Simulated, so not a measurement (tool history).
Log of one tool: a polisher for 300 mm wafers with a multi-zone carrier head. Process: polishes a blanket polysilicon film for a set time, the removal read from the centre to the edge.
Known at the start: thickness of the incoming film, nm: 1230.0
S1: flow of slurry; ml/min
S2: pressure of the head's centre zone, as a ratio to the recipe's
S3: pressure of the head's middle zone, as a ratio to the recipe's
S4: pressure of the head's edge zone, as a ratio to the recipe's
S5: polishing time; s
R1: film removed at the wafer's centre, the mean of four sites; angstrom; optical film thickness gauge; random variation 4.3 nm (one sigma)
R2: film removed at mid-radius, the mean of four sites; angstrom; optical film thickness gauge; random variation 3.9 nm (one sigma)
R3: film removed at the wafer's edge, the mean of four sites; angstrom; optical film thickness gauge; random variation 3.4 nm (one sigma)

run 1 hour=0 | S1=315 S2=1 S3=1 S4=1 S5=50 | R1=3190 R2=3229.5 R3=3191.7
run 2 hour=7.8 | S1=315 S2=1 S3=1.06 S4=1 S5=50 | R1=3187 R2=3396.1 R3=3199.3
run 3 hour=14.5 | S1=315 S2=0.97 S3=1.06 S4=1 S5=50 | R1=3087.5 R2=3393.2 R3=3235.1
run 4 hour=17.3 | S1=240 S2=0.97 S3=1.06 S4=1 S5=50 | R1=2949.3 R2=3241.8 R3=3194.7
run 5 hour=22.7 | S1=240 S2=0.97 S3=1.13 S4=1 S5=50 | R1=3004.7 R2=3467.2 R3=3178.6
run 6 hour=26.3 | S1=240 S2=0.97 S3=1.12 S4=1.02 S5=51 | R1=3051.9 R2=3486 R3=3172.3
run 7 hour=28.4 | S1=240 S2=0.97 S3=1.1 S4=1.01 S5=52 | R1=3087.5 R2=3482.1 R3=3323.5
run 8 hour=36.9 | S1=235 S2=0.97 S3=1.09 S4=1.01 S5=53 | R1=3205.6 R2=3641.7 R3=3304.7
run 9 hour=44.3 | S1=255 S2=0.96 S3=1.06 S4=1.03 S5=53 | R1=3088 R2=3538 R3=3406.4
run 10 hour=48.1 | S1=255 S2=0.96 S3=1.04 S4=1.04 S5=54 | R1=3266.1 R2=3476.7 R3=3459.4
run 11 hour=55.2 | S1=255 S2=0.95 S3=1.03 S4=1.05 S5=55 | R1=3278.9 R2=3602.7 R3=3620.1
run 12 hour=62.1 | S1=255 S2=0.95 S3=1.02 S4=1.06 S5=55 | R1=3211.2 R2=3532.7 R3=3511.1
run 13 hour=63.4 | S1=255 S2=0.95 S3=1 S4=1.06 S5=56 | R1=3273.9 R2=3510.8 R3=3604.7

The next listed run, before its measurement:
run 14 hour=68.7 | S1=255 S2=0.95 S3=0.99 S4=1.07 S5=56 | R1=? R2=? R3=?

Run 14 gave R1 3309.4 angstrom, R2 3495.4 angstrom, R3 3624.5 angstrom.
